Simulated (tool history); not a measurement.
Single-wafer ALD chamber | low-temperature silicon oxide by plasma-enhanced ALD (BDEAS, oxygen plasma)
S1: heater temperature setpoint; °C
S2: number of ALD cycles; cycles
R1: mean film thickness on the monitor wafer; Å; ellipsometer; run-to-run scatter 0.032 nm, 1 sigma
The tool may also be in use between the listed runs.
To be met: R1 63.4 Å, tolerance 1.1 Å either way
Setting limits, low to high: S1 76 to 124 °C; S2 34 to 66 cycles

| run | hour | S1 | S2 | R1 |
|---|---|---|---|---|
| 1 | 0 | 100 | 50 | 73.191 |
| 2 | 3.3 | 102 | 49 | 70.902 |
| 3 | 6.8 | 94 | 49 | 73.762 |
| 4 | 14.1 | 83 | 49 | 76.357 |
| 5 | 17.8 | 76 | 49 | 78.005 |
| 6 | 23.4 | 76 | 54 | 85.41 |
| 7 | 27.1 | 81 | 52 | 80.782 |
| 8 | 35.1 | 85 | 51 | 78.275 |
| 9 | 37.2 | 89 | 50 | 76.167 |
| 10 | 44.6 | 92 | 49 | 74.243 |
| 11 | 51.7 | 95 | 48 | 71.344 |
| 12 | 55.7 | 98 | 48 | 70.801 |
| 13 | 63.2 | 101 | 48 | 70.134 |
| 14 | 69.9 | 103 | 48 | 70.161 |

Of the 4 settings listed for the next run, only one would bring every result within its allowed miss of target. Which one?
| A | 76.6 | 100 | 42 | ? |
| B | 76.6 | 96 | 43 | ? |
| C | 76.6 | 108 | 42 | ? |
| D | 76.6 | 105 | 42 | ? |

| move | R1 |
|---|---|
| A | 61.76 |
| B | 64.105 |
| C | 60.907 |
| D | 61.227 |
A: takes the result that was furthest off past its target
B: hits every target within its allowed miss
C: takes the result that was furthest off past its target
D: takes the result that was furthest off past its target
So the answer is move B, the one that meets all the targets.
